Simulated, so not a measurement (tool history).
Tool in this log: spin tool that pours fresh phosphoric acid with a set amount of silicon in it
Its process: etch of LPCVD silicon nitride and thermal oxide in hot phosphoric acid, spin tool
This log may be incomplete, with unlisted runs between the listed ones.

run,day,temperature setpoint of the liquid (°C),silicon dissolved in the acid as it is poured (mg a litre),time under the liquid (s),thickness taken off the LPCVD silicon nitride on a monitor wafer (Å),thickness taken off the thermal oxide on a monitor wafer (Å)
1,0.000,162.0,14.5,180,170.86,5.5759
2,0.167,162.0,21.5,180,167.93,4.2389
3,0.442,161.0,21.5,180,163.52,4.1694
4,0.508,161.5,21.0,185,170.52,3.6524
5,0.779,161.5,16.0,185,170.87,5.0607
6,1.138,161.5,10.5,185,170.74,5.6393
7,1.317,162.0,12.0,190,178.45,5.8826
8,1.462,162.5,13.0,195,185.34,5.7535
9,1.738,163.0,13.0,200,192.67,5.9261

The next listed run, before its measurement:
# day 1.892: thermometer replaced
10,1.892,163.5,13.0,205,?,?

Run 10 came out at thickness taken off the LPCVD silicon nitride on a monitor wafer (Å) 187.47, thickness taken off the thermal oxide on a monitor wafer (Å) 5.7394.
